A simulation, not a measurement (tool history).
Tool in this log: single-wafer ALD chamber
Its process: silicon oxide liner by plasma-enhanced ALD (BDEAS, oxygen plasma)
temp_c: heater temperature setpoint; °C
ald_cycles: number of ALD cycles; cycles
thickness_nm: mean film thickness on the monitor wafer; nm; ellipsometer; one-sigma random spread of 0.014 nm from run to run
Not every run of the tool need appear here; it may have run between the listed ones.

run	day	temp_c	ald_cycles	thickness_nm
1	0	315	33	3.1489
2	0.242	316	31	2.9378
3	0.475	316	28	2.6597
4	0.662	316	26	2.4754
5	0.812	316	27	2.5458
6	0.871	308	27	2.5782
7	0.942	308	29	2.8046

What does the tool deliver on the next run?
8	1.117	308	29	?

Run 8 yielded thickness_nm 2.7637 nm.
